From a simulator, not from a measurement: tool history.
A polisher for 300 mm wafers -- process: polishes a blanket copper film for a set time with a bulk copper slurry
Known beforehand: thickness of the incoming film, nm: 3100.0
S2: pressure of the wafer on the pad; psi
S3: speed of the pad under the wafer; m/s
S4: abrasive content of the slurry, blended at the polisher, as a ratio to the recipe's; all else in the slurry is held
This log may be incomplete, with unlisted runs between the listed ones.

run 1 hour=0.0 | flow_of_slurry_(ml/min)=180 S2=2.2 S3=0.90 S4=1.0 polishing_time_(s)=121 | film_removed_(angstrom)=8163.6
run 2 hour=7.0 | flow_of_slurry_(ml/min)=180 S2=2.2 S3=0.90 S4=1.0 polishing_time_(s)=127 | film_removed_(angstrom)=8281.9
run 3 hour=15.2 | flow_of_slurry_(ml/min)=180 S2=2.2 S3=0.90 S4=1.0 polishing_time_(s)=121 | film_removed_(angstrom)=8197.4
run 4 hour=17.2 | flow_of_slurry_(ml/min)=180 S2=2.1 S3=0.90 S4=1.0 polishing_time_(s)=121 | film_removed_(angstrom)=7876.0
run 5 hour=18.4 | flow_of_slurry_(ml/min)=180 S2=2.5 S3=0.90 S4=1.0 polishing_time_(s)=121 | film_removed_(angstrom)=9042.0
run 6 hour=25.6 | flow_of_slurry_(ml/min)=180 S2=2.3 S3=0.90 S4=1.0 polishing_time_(s)=121 | film_removed_(angstrom)=8373.9

What will run 7 give?
run 7 hour=31.5 | flow_of_slurry_(ml/min)=180 S2=2.1 S3=0.90 S4=1.0 polishing_time_(s)=121 | film_removed_(angstrom)=?

For run 7 the tool returned film removed (angstrom) 7868.9.
